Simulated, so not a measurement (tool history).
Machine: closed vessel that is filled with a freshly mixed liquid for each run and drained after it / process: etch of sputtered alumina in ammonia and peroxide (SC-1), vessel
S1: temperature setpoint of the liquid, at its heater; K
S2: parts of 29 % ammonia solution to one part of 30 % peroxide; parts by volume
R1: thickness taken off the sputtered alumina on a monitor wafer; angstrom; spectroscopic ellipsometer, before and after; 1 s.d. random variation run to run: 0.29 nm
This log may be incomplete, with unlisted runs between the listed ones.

run 1 day=0 | S1=335.15 S2=0.55 time_in_the_liquid_(s)=1130 | R1=613.1
run 2 day=0.383 | S1=336.15 S2=0.55 time_in_the_liquid_(s)=1130 | R1=647.24
run 3 day=0.604 | S1=337.15 S2=0.55 time_in_the_liquid_(s)=1130 | R1=681.23
run 4 day=0.938 | S1=338.15 S2=0.55 time_in_the_liquid_(s)=1130 | R1=712.78
run 5 day=0.983 | S1=338.15 S2=0.55 time_in_the_liquid_(s)=1130 | R1=715.01
run 6 day=1.258 | S1=338.65 S2=0.55 time_in_the_liquid_(s)=1130 | R1=734.79
run 7 day=1.408 | S1=338.65 S2=0.55 time_in_the_liquid_(s)=1130 | R1=731.21
run 8 day=1.708 | S1=339.15 S2=0.55 time_in_the_liquid_(s)=1130 | R1=749.54
run 9 day=1.962 | S1=339.65 S2=0.55 time_in_the_liquid_(s)=1130 | R1=768.19

Predict the results of run 10:
run 10 day=2.233 | S1=340.15 S2=0.55 time_in_the_liquid_(s)=1130 | R1=?

{"run 10": {"R1": 786.92}}
